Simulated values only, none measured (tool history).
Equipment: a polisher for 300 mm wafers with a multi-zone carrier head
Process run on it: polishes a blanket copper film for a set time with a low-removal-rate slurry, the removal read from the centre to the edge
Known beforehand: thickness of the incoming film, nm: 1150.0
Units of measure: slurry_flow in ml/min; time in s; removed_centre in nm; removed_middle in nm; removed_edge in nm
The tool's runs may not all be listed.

run  hour  slurry_flow  centre_zone  middle_zone  edge_zone  slurry_solids  time  removed_centre  removed_middle  removed_edge
  1     0          240            1            1          1              1    84          178.57          170.21        193.13
  2   3.9          235         0.98         1.01       0.97            0.9    77          157.86          157.49        173.35
  3   5.3          235         0.97         1.01       0.95            0.8    70          138.53          139.64        150.87
  4   8.6          235         0.97         1.07       0.95            0.8    70          137.86          144.84        150.64
  5  12.8          195         0.97         1.07       0.95            0.8    70          137.05          144.34        148.41
  6  16.6          195         0.96         1.06       0.93           0.75    67          126.59          136.91        139.17
  7    22          195         0.95         1.04       0.91            0.7    65          123.72           128.8        132.95
  8  23.2          195         0.93         1.04        0.9           0.65    64          113.95          127.38        129.46
  9  28.3          195         0.93         1.03       0.89            0.6    63          112.42          117.54        124.48
 10  36.1          190         0.92         1.03       0.87            0.6    63          110.17          118.77        122.78

What does the tool deliver on the next run?
 11  44.7          190         0.92         1.03       0.86            0.6    63               ?               ?             ?

removed_centre: 109.68 nm
removed_middle: 120.82 nm
removed_edge: 123.26 nm
